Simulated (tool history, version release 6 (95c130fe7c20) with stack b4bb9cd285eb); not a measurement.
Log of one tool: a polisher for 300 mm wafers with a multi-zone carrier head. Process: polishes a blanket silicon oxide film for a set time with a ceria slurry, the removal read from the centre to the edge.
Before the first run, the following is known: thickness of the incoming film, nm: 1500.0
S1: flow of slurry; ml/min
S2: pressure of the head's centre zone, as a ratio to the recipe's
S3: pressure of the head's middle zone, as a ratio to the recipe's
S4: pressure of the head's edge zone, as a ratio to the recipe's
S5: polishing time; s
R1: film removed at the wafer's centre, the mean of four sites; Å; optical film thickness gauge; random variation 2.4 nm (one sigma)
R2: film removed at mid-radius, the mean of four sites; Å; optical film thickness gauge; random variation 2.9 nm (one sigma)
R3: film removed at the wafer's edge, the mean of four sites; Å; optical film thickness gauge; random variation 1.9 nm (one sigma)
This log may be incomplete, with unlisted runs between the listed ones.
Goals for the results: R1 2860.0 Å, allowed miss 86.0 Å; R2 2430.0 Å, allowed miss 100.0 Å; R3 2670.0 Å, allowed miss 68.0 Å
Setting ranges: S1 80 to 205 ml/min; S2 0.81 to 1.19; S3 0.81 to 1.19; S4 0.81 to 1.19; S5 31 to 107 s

| run | hour | S1 | S2 | S3 | S4 | S5 | R1 | R2 | R3 |
|---|---|---|---|---|---|---|---|---|---|
| 1 | 0.0 | 135 | 1.00 | 1.00 | 1.00 | 69 | 2163.5 | 2211.3 | 2166.4 |
| 2 | 1.2 | 150 | 1.04 | 0.98 | 1.06 | 71 | 2325.7 | 2296.6 | 2280.4 |
| 3 | 7.8 | 155 | 1.07 | 0.94 | 1.09 | 74 | 2499.9 | 2297.7 | 2432.6 |
| 4 | 8.6 | 155 | 1.07 | 0.94 | 1.03 | 74 | 2512.2 | 2306.5 | 2375.5 |
| 5 | 9.7 | 155 | 1.14 | 0.94 | 1.03 | 74 | 2666.1 | 2314.3 | 2362.2 |
| 6 | 10.5 | 165 | 1.14 | 0.93 | 1.07 | 75 | 2740.4 | 2348.4 | 2450.9 |
| 7 | 17.4 | 170 | 1.14 | 0.92 | 1.10 | 76 | 2807.2 | 2359.2 | 2570.9 |
| 8 | 23.9 | 175 | 1.14 | 0.92 | 1.11 | 76 | 2773.9 | 2374.3 | 2590.0 |

Exercise: of the 5 proposed moves below, exactly one satisfies all targets within the stated allowed misses. Which move is it?
| A | 30.4 | 185 | 1.19 | 0.99 | 1.18 | 81 | ? | ? | ? |
| B | 30.4 | 205 | 1.12 | 0.92 | 1.18 | 77 | ? | ? | ? |
| C | 30.4 | 165 | 1.18 | 0.96 | 1.01 | 75 | ? | ? | ? |
| D | 30.4 | 145 | 1.19 | 0.92 | 1.07 | 77 | ? | ? | ? |
| E | 30.4 | 170 | 1.18 | 0.84 | 1.19 | 77 | ? | ? | ? |

| move | R1 | R2 | R3 |
|---|---|---|---|
| A | 3134.9 | 2698.4 | 2759.6 |
| B | 2872.6 | 2448.0 | 2653.8 |
| C | 2825.1 | 2393.1 | 2364.2 |
| D | 2850.6 | 2320.1 | 2448.0 |
| E | 2913.3 | 2209.2 | 2613.9 |
A: takes the biggest miss from the last run beyond its target
B: every result within its allowed miss
C: further off than the last run
D: further off than the last run
E: brings the last run's worst result on target, with another outside its allowed miss
Answer: B
